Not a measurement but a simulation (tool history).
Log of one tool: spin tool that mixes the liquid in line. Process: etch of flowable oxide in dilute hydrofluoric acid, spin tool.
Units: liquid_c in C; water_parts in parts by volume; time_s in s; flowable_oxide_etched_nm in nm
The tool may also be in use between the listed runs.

Run 1, day 0: liquid_c 22 C, water_parts 210 parts by volume, time_s 20 s. Result: flowable_oxide_etched_nm 4.7132 nm.
Run 2, day 0.158: liquid_c 24 C, water_parts 205 parts by volume, time_s 20 s. Result: flowable_oxide_etched_nm 5.1995 nm.
Run 3, day 0.404: liquid_c 25.5 C, water_parts 200 parts by volume, time_s 20 s. Result: flowable_oxide_etched_nm 5.6522 nm.
Run 4, day 0.775: liquid_c 26.5 C, water_parts 200 parts by volume, time_s 20 s. Result: flowable_oxide_etched_nm 5.8695 nm.
Run 5, day 0.917: liquid_c 29 C, water_parts 200 parts by volume, time_s 20 s. Result: flowable_oxide_etched_nm 6.2977 nm.
Run 6, day 1.129: liquid_c 29 C, water_parts 250 parts by volume, time_s 20 s. Result: flowable_oxide_etched_nm 4.8797 nm.
Run 7, day 1.367: liquid_c 29.5 C, water_parts 235 parts by volume, time_s 20 s. Result: flowable_oxide_etched_nm 5.3359 nm.
Run 8, day 1.683: liquid_c 29.5 C, water_parts 225 parts by volume, time_s 20 s. Result: flowable_oxide_etched_nm 5.6582 nm.

Run 9 comes next. What will it give?
Run 9, day 1.867: liquid_c 29.5 C, water_parts 215 parts by volume, time_s 20 s. Result: flowable_oxide_etched_nm ?.

Run 9 gave flowable_oxide_etched_nm 6.0099 nm.
